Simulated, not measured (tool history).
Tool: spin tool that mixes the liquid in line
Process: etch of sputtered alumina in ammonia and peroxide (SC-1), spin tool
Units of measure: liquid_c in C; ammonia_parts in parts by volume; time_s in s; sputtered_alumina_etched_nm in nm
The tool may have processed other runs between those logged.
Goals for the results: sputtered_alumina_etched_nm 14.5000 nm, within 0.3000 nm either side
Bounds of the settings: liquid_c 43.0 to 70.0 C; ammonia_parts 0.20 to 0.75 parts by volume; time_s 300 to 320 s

run	hour	liquid_c	ammonia_parts	time_s	sputtered_alumina_etched_nm
1	0.0	59.0	0.45	300	12.2030
2	3.9	52.5	0.45	300	8.6618
3	9.5	54.0	0.45	300	9.3976
4	11.3	61.0	0.45	300	13.6840
5	19.7	55.0	0.45	300	9.9634
6	20.4	55.0	0.45	320	10.5310
7	23.4	56.0	0.45	320	11.1030
8	25.7	57.0	0.45	320	11.7080
9	31.4	57.5	0.45	320	12.0700
10	35.5	58.0	0.45	320	12.4050
11	41.1	58.5	0.45	320	12.6950
12	45.7	61.5	0.45	320	14.9100

Next run, 4 choices. One meets every target within its allowed miss, the rest don't. Which?
A	50.3	62.0	0.40	320	?
B	50.3	63.0	0.30	300	?
C	50.3	63.0	0.45	310	?
D	50.3	63.0	0.40	310	?

move	sputtered_alumina_etched_nm
A	15.0840
B	14.4810
C	15.5490
D	15.3770
A: misses by more than the last run did
B: hits every target within its allowed miss
C: misses by more than the last run did
D: misses by more than the last run did
Correct choice: B, which meets every target
